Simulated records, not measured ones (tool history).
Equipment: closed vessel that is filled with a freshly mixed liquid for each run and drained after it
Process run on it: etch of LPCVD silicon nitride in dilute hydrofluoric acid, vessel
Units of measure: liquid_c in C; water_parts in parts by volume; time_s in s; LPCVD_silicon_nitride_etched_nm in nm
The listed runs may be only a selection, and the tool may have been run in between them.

| run | hour | liquid_c | water_parts | time_s | LPCVD_silicon_nitride_etched_nm |
|---|---|---|---|---|---|
| 1 | 0.0 | 22.0 | 170 | 885 | 2.0245 |
| 2 | 1.7 | 24.0 | 170 | 885 | 2.3106 |
| 3 | 4.7 | 24.0 | 135 | 885 | 2.9219 |
| 4 | 8.7 | 24.0 | 135 | 675 | 2.2206 |
| 5 | 17.8 | 27.0 | 135 | 675 | 2.7091 |
| 6 | 20.8 | 27.0 | 135 | 675 | 2.6820 |
| 7 | 30.7 | 27.5 | 130 | 675 | 2.8799 |

The next listed run, before its measurement:
| 8 | 34.0 | 28.0 | 130 | 675 | ? |

LPCVD_silicon_nitride_etched_nm: 2.9696 nm

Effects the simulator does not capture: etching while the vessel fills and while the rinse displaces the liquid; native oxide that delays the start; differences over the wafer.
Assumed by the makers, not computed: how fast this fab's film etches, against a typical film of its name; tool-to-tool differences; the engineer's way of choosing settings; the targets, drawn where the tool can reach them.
